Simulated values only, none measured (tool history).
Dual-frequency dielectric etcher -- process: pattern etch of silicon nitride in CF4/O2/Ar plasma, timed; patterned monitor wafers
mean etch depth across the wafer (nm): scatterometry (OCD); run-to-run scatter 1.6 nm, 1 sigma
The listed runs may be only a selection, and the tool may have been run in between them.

| run | hour | source power (W) | bias power (W) | Ar flow (sccm) | CF4 flow (sccm) | etch time (s) | mean etch depth across the wafer (nm) |
|---|---|---|---|---|---|---|---|
| 1 | 0.0 | 540 | 45 | 114 | 99 | 469.5 | 842.53 |
| 2 | 2.9 | 520 | 45 | 114 | 99 | 469.5 | 807.22 |
| 3 | 5.7 | 520 | 45 | 114 | 111 | 469.5 | 825.97 |
| 4 | 6.5 | 510 | 45 | 114 | 111 | 469.5 | 807.88 |
| 5 | 13.5 | 500 | 45 | 114 | 111 | 469.5 | 789.90 |
| 6 | 22.4 | 500 | 48 | 114 | 111 | 469.5 | 810.60 |
| 7 | 23.6 | 490 | 48 | 114 | 111 | 469.5 | 792.00 |
| 8 | 30.0 | 480 | 48 | 114 | 111 | 469.5 | 778.86 |

Predict the results of run 9:
| 9 | 34.7 | 470 | 48 | 114 | 111 | 469.5 | ? |

mean etch depth across the wafer (nm): 757.14
